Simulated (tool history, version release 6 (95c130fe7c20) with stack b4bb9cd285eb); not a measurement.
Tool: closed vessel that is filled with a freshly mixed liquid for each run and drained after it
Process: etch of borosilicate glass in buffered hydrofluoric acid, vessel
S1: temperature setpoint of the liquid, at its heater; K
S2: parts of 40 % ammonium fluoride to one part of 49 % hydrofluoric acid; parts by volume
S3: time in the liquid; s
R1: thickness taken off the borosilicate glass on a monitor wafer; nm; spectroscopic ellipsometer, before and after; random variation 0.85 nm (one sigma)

run,hour,S1,S2,S3,R1
1,0,296.15,12.5,90,86.817
2,4.7,299.15,12.5,90,101.6
3,7.7,299.15,14,90,90.943
4,10,299.15,14,100,100.32
5,18.9,299.15,14,90,90.258
6,21.6,299.15,16.5,90,76.535
7,28.6,300.15,15,90,89.457

Forecast run 8:
8,33.6,304.15,11,90,?

Run 8 gave R1 148.48 nm.

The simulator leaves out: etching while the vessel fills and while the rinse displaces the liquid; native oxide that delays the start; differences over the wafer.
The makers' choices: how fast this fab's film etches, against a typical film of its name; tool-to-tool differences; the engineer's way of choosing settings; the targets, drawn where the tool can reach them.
